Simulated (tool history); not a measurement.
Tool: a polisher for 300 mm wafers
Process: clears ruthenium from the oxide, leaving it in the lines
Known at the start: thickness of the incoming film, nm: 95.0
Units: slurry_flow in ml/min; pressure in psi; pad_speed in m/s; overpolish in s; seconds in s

run 1 hour=0.0 | slurry_flow=200 pressure=1.6 pad_speed=0.80 overpolish=14 | seconds=124.90
run 2 hour=5.3 | slurry_flow=180 pressure=1.6 pad_speed=0.80 overpolish=14 | seconds=128.44
run 3 hour=10.2 | slurry_flow=180 pressure=1.5 pad_speed=0.78 overpolish=14 | seconds=137.52
run 4 hour=16.3 | slurry_flow=180 pressure=1.4 pad_speed=0.76 overpolish=14 | seconds=143.46
run 5 hour=24.4 | slurry_flow=180 pressure=1.3 pad_speed=0.72 overpolish=14 | seconds=164.69
run 6 hour=27.0 | slurry_flow=205 pressure=1.3 pad_speed=0.72 overpolish=14 | seconds=160.15
run 7 hour=33.0 | slurry_flow=205 pressure=1.3 pad_speed=0.72 overpolish=14 | seconds=160.99
run 8 hour=41.4 | slurry_flow=205 pressure=1.2 pad_speed=0.70 overpolish=14 | seconds=174.02

The next listed run, before its measurement:
run 9 hour=44.5 | slurry_flow=205 pressure=1.1 pad_speed=0.70 overpolish=14 | seconds=?

Run 9 gave seconds 188.07 s.
